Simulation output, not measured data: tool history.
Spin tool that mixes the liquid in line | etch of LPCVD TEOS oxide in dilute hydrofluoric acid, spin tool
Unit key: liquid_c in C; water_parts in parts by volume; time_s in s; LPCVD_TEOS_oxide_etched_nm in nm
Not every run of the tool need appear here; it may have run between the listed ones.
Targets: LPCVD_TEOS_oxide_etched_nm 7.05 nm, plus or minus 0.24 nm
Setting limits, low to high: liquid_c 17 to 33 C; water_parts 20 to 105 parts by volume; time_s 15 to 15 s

run  hour  liquid_c  water_parts  time_s  LPCVD_TEOS_oxide_etched_nm
  1     0        25           55      15                       4.205
  2   4.2        25           35      15                      6.7873
  3   8.2        25           25      15                      9.6969
  4  13.9        22           25      15                      8.4185
  5  20.4        21           25      15                      8.1205
  6  21.6      23.5           25      15                      8.9066
  7  24.1        22           25      15                      8.4831
  8  27.2        21           25      15                      8.2737
  9  28.1        20           25      15                      7.7132
 10  30.6      19.5           25      15                      7.6488
 11  38.6        19           25      15                      7.4825

Exercise: of the 4 proposed moves below, exactly one satisfies all targets within the stated allowed misses. Which move is it?
  A  46.6      20.5           30      15                           ?
  B  46.6        20           30      15                           ?
  C  46.6      17.5           25      15                           ?
  D  46.6      19.5           25      15                           ?

move  LPCVD_TEOS_oxide_etched_nm
   A                      6.5923
   B                       6.452
   C                      6.9836
   D                      7.6221
A: pushes the last run's worst result past its target
B: pushes the last run's worst result past its target
C: every result lands within tolerance
D: misses by more than the last run did
The right move is C.
